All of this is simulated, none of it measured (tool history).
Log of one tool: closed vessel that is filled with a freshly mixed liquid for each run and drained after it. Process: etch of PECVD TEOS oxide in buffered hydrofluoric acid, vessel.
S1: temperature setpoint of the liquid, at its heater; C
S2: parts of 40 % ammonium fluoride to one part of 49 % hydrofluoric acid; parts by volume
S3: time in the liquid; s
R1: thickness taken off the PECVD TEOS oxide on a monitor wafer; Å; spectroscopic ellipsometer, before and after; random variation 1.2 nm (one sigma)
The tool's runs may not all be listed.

{"run": 1, "hour": 0.0, "S1": 22.0, "S2": 21.5, "S3": 85, "R1": 1062.5}
{"run": 2, "hour": 1.3, "S1": 22.0, "S2": 16.5, "S3": 85, "R1": 1361.4}
{"run": 3, "hour": 5.3, "S1": 23.5, "S2": 16.5, "S3": 85, "R1": 1486.7}
{"run": 4, "hour": 12.9, "S1": 20.0, "S2": 16.5, "S3": 85, "R1": 1209.0}
{"run": 5, "hour": 19.3, "S1": 18.5, "S2": 16.5, "S3": 85, "R1": 1119.4}
{"run": 6, "hour": 25.3, "S1": 21.0, "S2": 16.5, "S3": 85, "R1": 1280.7}

The next listed run, before its measurement:
{"run": 7, "hour": 26.3, "S1": 25.0, "S2": 16.0, "S3": 85, "R1": "?"}

R1: 1664.5 Å
